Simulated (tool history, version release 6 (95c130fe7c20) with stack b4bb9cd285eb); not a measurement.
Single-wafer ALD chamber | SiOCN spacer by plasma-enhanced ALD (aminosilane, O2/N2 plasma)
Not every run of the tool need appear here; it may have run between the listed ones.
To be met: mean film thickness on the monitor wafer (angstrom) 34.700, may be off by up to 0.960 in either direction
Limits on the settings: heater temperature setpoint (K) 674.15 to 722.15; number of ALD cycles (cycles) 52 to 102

run,hour,heater temperature setpoint (K),number of ALD cycles (cycles),mean film thickness on the monitor wafer (angstrom)
1,0.0,698.15,77,47.631
2,1.9,699.15,74,45.671
3,9.3,703.15,74,45.222
4,17.8,704.15,71,43.001
5,22.0,704.15,82,49.708
6,24.5,711.15,82,48.827
7,25.5,712.15,78,46.201
8,28.3,713.15,75,44.434
9,36.6,714.15,72,42.543
10,44.2,715.15,70,41.311
11,51.7,716.15,68,39.838
12,60.2,716.15,67,39.334
13,61.1,716.15,66,38.584
14,69.2,716.15,65,38.023
15,71.1,716.15,64,37.500
16,76.5,716.15,63,36.973
17,77.7,716.15,62,36.402

Which single option among these 4 for the next run brings every result within its allowed miss of target? Just one does.
A,78.9,704.15,60,?
B,78.9,714.15,64,?
C,78.9,720.15,60,?
D,78.9,702.15,60,?

move,mean film thickness on the monitor wafer (angstrom)
A,36.460
B,37.761
C,34.766
D,36.671
A: about as far from the targets as the last run
B: further off than the last run
C: each result inside its tolerance
D: further off than the last run
The move that meets every target is C.
